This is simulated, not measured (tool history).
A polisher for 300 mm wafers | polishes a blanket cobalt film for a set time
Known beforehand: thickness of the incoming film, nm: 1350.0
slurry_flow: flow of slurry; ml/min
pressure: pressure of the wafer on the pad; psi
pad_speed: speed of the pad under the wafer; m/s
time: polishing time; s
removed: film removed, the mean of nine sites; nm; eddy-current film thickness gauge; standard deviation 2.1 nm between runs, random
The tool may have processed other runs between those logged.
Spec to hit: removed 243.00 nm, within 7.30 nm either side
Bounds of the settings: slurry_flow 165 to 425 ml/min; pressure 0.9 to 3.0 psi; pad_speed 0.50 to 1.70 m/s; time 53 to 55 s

run	hour	slurry_flow	pressure	pad_speed	time	removed
1	0.0	275	1.9	1.10	53	333.42
2	4.8	275	1.5	1.10	53	262.37
3	7.5	275	1.5	0.88	53	208.60
4	13.8	305	1.5	0.88	53	214.02
5	22.2	255	1.5	0.88	53	211.31
6	24.6	255	1.3	0.88	53	183.64
7	29.3	265	1.4	0.88	53	197.59
8	31.8	315	1.8	0.88	53	254.08

Which single option among these 5 for the next run brings every result within its allowed miss of target? Just one does.
A	34.3	315	1.8	0.74	55	?
B	34.3	290	1.8	0.76	53	?
C	34.3	360	1.7	0.96	55	?
D	34.3	295	1.9	0.76	55	?
E	34.3	340	1.8	0.78	53	?

move	removed
A	220.55
B	216.56
C	270.69
D	237.16
E	224.82
A: the result that was furthest off in the last run now lies on the other side of its target
B: the result that was furthest off in the last run now lies on the other side of its target
C: further off than the last run
D: hits every target within its allowed miss
E: the result that was furthest off in the last run now lies on the other side of its target
D is the move that brings every result within its allowed miss.
